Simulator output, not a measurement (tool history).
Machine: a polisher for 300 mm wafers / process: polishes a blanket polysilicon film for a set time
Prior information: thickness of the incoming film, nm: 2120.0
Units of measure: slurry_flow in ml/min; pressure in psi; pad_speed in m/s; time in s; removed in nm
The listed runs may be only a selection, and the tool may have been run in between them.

run    day  slurry_flow  pressure  pad_speed  time  removed
  1      0          205       2.8        0.8    29   230.78
  2  0.029          175       2.8        0.8    29   227.42
  3  0.342          180       2.9        0.8    29    234.8
  4  0.683          185         3        0.8    29   240.28
  5  0.758          190       3.1        0.8    29   247.15
  6  1.062          190       3.2        0.8    29   254.56
  7  1.325          190       3.3        0.8    29   258.45
  8    1.5          190       3.4        0.8    29   266.58
  9  1.788          190       3.5        0.8    29   274.76
 10  1.971          190       3.6        0.8    29   280.21
 11  2.229          190       3.6        0.8    29   277.88

The next listed run, before its measurement:
 12  2.517          195       3.7        0.8    29        ?

{"run 12": {"removed": 287.61}}
